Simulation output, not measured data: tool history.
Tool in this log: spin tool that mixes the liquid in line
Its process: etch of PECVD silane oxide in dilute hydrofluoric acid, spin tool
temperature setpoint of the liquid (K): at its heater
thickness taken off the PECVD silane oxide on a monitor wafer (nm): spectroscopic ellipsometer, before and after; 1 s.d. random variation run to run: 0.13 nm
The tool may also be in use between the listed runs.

run,hour,temperature setpoint of the liquid (K),parts of water to one part of 49 % hydrofluoric acid (parts by volume),time under the liquid (s),thickness taken off the PECVD silane oxide on a monitor wafer (nm)
1,0,295.15,125,50,12.319
2,0.6,296.15,115,50,13.878
3,5,296.15,145,50,10.703
4,6.4,296.15,145,40,8.584
5,10.7,296.15,125,40,10.269
# hour 14.4: hydrofluoric acid flow meter replaced
6,14.4,298.15,125,40,12.636
7,17,302.15,85,40,23.053

The next listed run, before its measurement:
8,19.3,302.65,80,40,?

thickness taken off the PECVD silane oxide on a monitor wafer (nm): 25.036

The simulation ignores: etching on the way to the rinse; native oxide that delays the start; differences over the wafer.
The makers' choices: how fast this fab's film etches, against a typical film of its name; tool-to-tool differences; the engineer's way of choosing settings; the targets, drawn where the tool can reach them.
